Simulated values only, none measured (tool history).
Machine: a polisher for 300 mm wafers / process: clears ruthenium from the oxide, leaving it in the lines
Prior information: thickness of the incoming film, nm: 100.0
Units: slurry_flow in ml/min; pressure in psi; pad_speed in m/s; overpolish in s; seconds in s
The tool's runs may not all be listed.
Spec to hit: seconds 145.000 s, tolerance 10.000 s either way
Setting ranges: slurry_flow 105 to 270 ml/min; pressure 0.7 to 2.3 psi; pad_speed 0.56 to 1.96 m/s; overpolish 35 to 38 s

{"run": 1, "hour": 0.0, "slurry_flow": 175, "pressure": 1.5, "pad_speed": 1.26, "overpolish": 35, "seconds": 74.558}
{"run": 2, "hour": 6.1, "slurry_flow": 175, "pressure": 1.5, "pad_speed": 1.26, "overpolish": 38, "seconds": 77.225}
{"run": 3, "hour": 10.0, "slurry_flow": 215, "pressure": 1.5, "pad_speed": 1.26, "overpolish": 38, "seconds": 76.241}
{"run": 4, "hour": 18.9, "slurry_flow": 215, "pressure": 1.8, "pad_speed": 1.26, "overpolish": 38, "seconds": 64.478}
{"run": 5, "hour": 24.2, "slurry_flow": 215, "pressure": 1.7, "pad_speed": 1.2, "overpolish": 38, "seconds": 70.277}
{"run": 6, "hour": 29.9, "slurry_flow": 215, "pressure": 1.6, "pad_speed": 1.16, "overpolish": 38, "seconds": 77.253}
{"run": 7, "hour": 35.6, "slurry_flow": 215, "pressure": 1.6, "pad_speed": 1.16, "overpolish": 38, "seconds": 73.096}
{"run": 8, "hour": 39.9, "slurry_flow": 210, "pressure": 1.5, "pad_speed": 1.08, "overpolish": 38, "seconds": 83.714}
{"run": 9, "hour": 47.2, "slurry_flow": 210, "pressure": 1.4, "pad_speed": 1.04, "overpolish": 38, "seconds": 93.504}
{"run": 10, "hour": 53.6, "slurry_flow": 210, "pressure": 1.3, "pad_speed": 1.02, "overpolish": 38, "seconds": 103.29}

Which one of the following 4 next-run settings gets every result inside its allowed miss? There is exactly one.
{"run": "A", "hour": 60.0, "slurry_flow": 270, "pressure": 1.4, "pad_speed": 1.26, "overpolish": 37, "seconds": "?"}
{"run": "B", "hour": 60.0, "slurry_flow": 180, "pressure": 1.3, "pad_speed": 0.7, "overpolish": 38, "seconds": "?"}
{"run": "C", "hour": 60.0, "slurry_flow": 215, "pressure": 1.3, "pad_speed": 1.34, "overpolish": 38, "seconds": "?"}
{"run": "D", "hour": 60.0, "slurry_flow": 220, "pressure": 1.7, "pad_speed": 1.42, "overpolish": 37, "seconds": "?"}

move=A seconds=77.932
move=B seconds=150.660
move=C seconds=79.647
move=D seconds=60.584
A: moves away from the targets compared with the last run
B: meets every target
C: moves away from the targets compared with the last run
D: moves away from the targets compared with the last run
The right move is B.

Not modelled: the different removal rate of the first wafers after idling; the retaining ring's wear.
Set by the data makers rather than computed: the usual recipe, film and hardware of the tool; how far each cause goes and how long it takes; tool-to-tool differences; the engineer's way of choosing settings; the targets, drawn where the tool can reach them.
